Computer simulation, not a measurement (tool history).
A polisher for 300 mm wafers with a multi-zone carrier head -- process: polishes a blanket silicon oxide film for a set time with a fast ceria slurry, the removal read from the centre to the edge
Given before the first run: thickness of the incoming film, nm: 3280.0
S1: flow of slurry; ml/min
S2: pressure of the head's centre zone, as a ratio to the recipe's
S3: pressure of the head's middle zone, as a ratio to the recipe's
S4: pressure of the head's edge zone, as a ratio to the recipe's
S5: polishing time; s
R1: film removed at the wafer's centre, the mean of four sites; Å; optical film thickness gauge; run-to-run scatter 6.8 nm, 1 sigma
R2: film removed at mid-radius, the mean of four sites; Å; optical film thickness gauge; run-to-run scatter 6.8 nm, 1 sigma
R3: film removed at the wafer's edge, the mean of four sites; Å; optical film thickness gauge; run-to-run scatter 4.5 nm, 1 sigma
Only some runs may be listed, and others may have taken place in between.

run    day   S1    S2    S3    S4  S5      R1      R2      R3
  1      0  315     1     1     1  68  7069.6  6795.6  6936.6
  2  0.167  315     1  1.06     1  68  6912.4  7035.6  6913.8
  3  0.254  315     1  1.05  0.97  65  6788.7  6615.1  6649.1
  4  0.362  320  1.01  1.08  0.96  62  6544.3  6596.6  6316.4
  5  0.667  320  1.01  1.08  0.95  60    6260    6353  6034.4
  6   0.75  320  1.01  1.08  0.88  60  6258.5  6538.3  5766.7
  7  0.888  315  1.01  1.06  0.87  59  6072.1  6123.5  5662.2

Expected results for the next run?
  8  1.158  310  1.01  1.05  0.86  59   ?   ?   ?

{"run 8": {"R1": 6263.7, "R2": 6186.7, "R3": 5649.8}}
